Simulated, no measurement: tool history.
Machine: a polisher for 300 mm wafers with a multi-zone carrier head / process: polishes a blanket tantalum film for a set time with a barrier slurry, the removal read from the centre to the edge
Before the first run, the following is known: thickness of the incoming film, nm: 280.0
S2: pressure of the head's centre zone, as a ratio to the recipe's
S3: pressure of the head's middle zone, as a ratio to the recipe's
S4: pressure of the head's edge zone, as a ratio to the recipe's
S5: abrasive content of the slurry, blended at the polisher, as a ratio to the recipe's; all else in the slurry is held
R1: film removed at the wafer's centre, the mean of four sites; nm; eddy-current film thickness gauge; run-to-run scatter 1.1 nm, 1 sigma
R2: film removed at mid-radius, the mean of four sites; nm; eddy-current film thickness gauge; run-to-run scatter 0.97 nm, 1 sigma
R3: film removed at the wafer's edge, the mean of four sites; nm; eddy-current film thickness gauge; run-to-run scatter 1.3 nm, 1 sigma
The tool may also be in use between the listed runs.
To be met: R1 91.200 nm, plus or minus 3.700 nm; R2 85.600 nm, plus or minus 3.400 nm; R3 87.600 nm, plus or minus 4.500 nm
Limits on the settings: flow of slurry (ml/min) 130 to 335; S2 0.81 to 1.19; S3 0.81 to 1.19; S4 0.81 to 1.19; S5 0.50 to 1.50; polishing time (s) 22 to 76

run 1 hour=0.0 | flow_of_slurry_(ml/min)=215 S2=1.00 S3=1.00 S4=1.00 S5=1.00 polishing_time_(s)=49 | R1=73.748 R2=71.718 R3=76.945
run 2 hour=6.9 | flow_of_slurry_(ml/min)=215 S2=1.00 S3=1.00 S4=1.00 S5=0.85 polishing_time_(s)=49 | R1=71.666 R2=69.355 R3=71.745
run 3 hour=8.8 | flow_of_slurry_(ml/min)=220 S2=1.02 S3=1.02 S4=1.01 S5=0.90 polishing_time_(s)=49 | R1=73.232 R2=73.053 R3=75.425
run 4 hour=13.8 | flow_of_slurry_(ml/min)=220 S2=1.02 S3=1.02 S4=1.01 S5=0.90 polishing_time_(s)=41 | R1=61.528 R2=60.054 R3=62.440
run 5 hour=22.8 | flow_of_slurry_(ml/min)=220 S2=1.07 S3=1.02 S4=1.01 S5=0.90 polishing_time_(s)=41 | R1=65.141 R2=61.090 R3=63.255
run 6 hour=27.5 | flow_of_slurry_(ml/min)=225 S2=1.09 S3=1.03 S4=1.01 S5=1.00 polishing_time_(s)=42 | R1=69.354 R2=63.766 R3=66.386
run 7 hour=36.4 | flow_of_slurry_(ml/min)=230 S2=1.10 S3=1.05 S4=1.02 S5=1.05 polishing_time_(s)=43 | R1=70.925 R2=68.394 R3=68.912
run 8 hour=42.6 | flow_of_slurry_(ml/min)=230 S2=1.11 S3=1.05 S4=1.02 S5=1.10 polishing_time_(s)=44 | R1=76.212 R2=69.037 R3=71.215
run 9 hour=45.5 | flow_of_slurry_(ml/min)=250 S2=1.08 S3=1.15 S4=1.12 S5=1.35 polishing_time_(s)=48 | R1=82.548 R2=86.380 R3=82.657
run 10 hour=52.0 | flow_of_slurry_(ml/min)=250 S2=1.09 S3=1.14 S4=1.12 S5=1.35 polishing_time_(s)=48 | R1=85.028 R2=86.424 R3=84.851
run 11 hour=59.3 | flow_of_slurry_(ml/min)=250 S2=1.10 S3=1.14 S4=1.12 S5=1.35 polishing_time_(s)=48 | R1=85.640 R2=87.233 R3=82.792

Exactly one of the 4 candidate moves below puts every result within its allowed miss. Which one?
run A hour=66.6 | flow_of_slurry_(ml/min)=190 S2=1.01 S3=1.13 S4=1.06 S5=1.45 polishing_time_(s)=50 | R1=? R2=? R3=?
run B hour=66.6 | flow_of_slurry_(ml/min)=245 S2=1.00 S3=1.15 S4=1.10 S5=1.30 polishing_time_(s)=51 | R1=? R2=? R3=?
run C hour=66.6 | flow_of_slurry_(ml/min)=240 S2=1.12 S3=1.18 S4=1.10 S5=1.30 polishing_time_(s)=46 | R1=? R2=? R3=?
run D hour=66.6 | flow_of_slurry_(ml/min)=270 S2=1.12 S3=1.08 S4=1.12 S5=1.45 polishing_time_(s)=49 | R1=? R2=? R3=?

move=A R1=80.078 R2=87.731 R3=87.686
move=B R1=81.668 R2=91.410 R3=90.822
move=C R1=82.105 R2=84.076 R3=81.758
move=D R1=90.419 R2=85.749 R3=90.580
A: further off than the last run
B: further off than the last run
C: further off than the last run
D: in spec on every target
Move D is the one to make.

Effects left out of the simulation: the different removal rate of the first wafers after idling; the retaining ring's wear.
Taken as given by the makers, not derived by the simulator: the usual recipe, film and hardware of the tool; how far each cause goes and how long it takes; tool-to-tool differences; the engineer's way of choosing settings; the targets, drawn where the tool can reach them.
